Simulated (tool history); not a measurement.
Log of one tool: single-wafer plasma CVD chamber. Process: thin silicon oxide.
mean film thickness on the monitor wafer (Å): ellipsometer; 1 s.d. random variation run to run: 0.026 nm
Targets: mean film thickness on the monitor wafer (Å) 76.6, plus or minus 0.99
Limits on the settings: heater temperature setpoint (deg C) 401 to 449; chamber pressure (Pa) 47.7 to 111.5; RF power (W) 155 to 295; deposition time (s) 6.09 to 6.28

run,hour,heater temperature setpoint (deg C),chamber pressure (Pa),RF power (W),deposition time (s),mean film thickness on the monitor wafer (Å)
1,0,425,79.6,225,6.09,70.681
2,7.7,419,79.6,225,6.09,70.622
3,13.1,419,79.6,205,6.09,66.237
4,19.1,419,79.6,235,6.09,72.804
5,26.6,419,79.6,220,6.09,70.188
# hour 29.1: capacitance manometer re-zeroed and calibrated
6,29.1,419,80.3,220,6.09,65.881
7,38,421,80.4,220,6.09,65.982
8,43,419,81.7,220,6.09,67.45
9,48.6,421,84.3,220,6.09,69.366

5 next moves are on the table. One of them brings every result within its allowed miss. Which?
A,54.2,425,92.8,225,6.28,?
B,54.2,418,89.9,235,6.09,?
C,54.2,426,83.9,275,6.17,?
D,54.2,413,89.5,235,6.28,?
E,54.2,421,91.5,230,6.27,?

move,mean film thickness on the monitor wafer (Å)
A,79.612
B,77.271
C,79.878
D,79.555
E,79.692
A: carries the result that was furthest off beyond its target, to the other side
B: each result inside its tolerance
C: carries the result that was furthest off beyond its target, to the other side
D: carries the result that was furthest off beyond its target, to the other side
E: carries the result that was furthest off beyond its target, to the other side
The right move is B.
